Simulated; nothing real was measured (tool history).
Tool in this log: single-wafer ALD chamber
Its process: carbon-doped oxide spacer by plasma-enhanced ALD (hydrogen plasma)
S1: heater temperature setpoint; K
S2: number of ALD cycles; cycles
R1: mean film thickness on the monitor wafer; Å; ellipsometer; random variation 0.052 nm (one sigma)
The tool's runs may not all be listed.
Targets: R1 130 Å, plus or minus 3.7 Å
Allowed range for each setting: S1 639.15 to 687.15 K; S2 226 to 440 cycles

Run 1, hour 0: S1 663.15 K, S2 333 cycles. Result: R1 162.92 Å.
Run 2, hour 6.1: S1 663.15 K, S2 361 cycles. Result: R1 175.37 Å.
Run 3, hour 15: S1 663.15 K, S2 408 cycles. Result: R1 200.45 Å.
Run 4, hour 17: S1 659.15 K, S2 408 cycles. Result: R1 198.98 Å.
Run 5, hour 23.5: S1 658.15 K, S2 372 cycles. Result: R1 181.55 Å.
Run 6, hour 27.9: S1 658.15 K, S2 391 cycles. Result: R1 191.26 Å.
Run 7, hour 30.4: S1 658.15 K, S2 338 cycles. Result: R1 163.97 Å.
Run 8, hour 38.8: S1 658.15 K, S2 338 cycles. Result: R1 165.14 Å.
Run 9, hour 46.1: S1 658.15 K, S2 317 cycles. Result: R1 154.65 Å.
Run 10, hour 48.5: S1 658.15 K, S2 302 cycles. Result: R1 147.39 Å.
Run 11, hour 55.1: S1 658.15 K, S2 292 cycles. Result: R1 141.73 Å.
Run 12, hour 62.5: S1 658.15 K, S2 285 cycles. Result: R1 138.63 Å.
Run 13, hour 69.2: S1 658.15 K, S2 280 cycles. Result: R1 135.81 Å.

Consider the 4 candidate settings below. Which is the only one whose results all fall within their allowed miss of target?
Run A, hour 75.9: S1 657.15 K, S2 264 cycles. Result: R1 ?.
Run B, hour 75.9: S1 656.15 K, S2 285 cycles. Result: R1 ?.
Run C, hour 75.9: S1 660.15 K, S2 285 cycles. Result: R1 ?.
Run D, hour 75.9: S1 662.15 K, S2 294 cycles. Result: R1 ?.

move      R1
   A  128.32
   B  138.53
   C  138.53
   D   142.9
A: every result lands within tolerance
B: lands further from the targets than the last run did
C: lands further from the targets than the last run did
D: lands further from the targets than the last run did
Answer: A
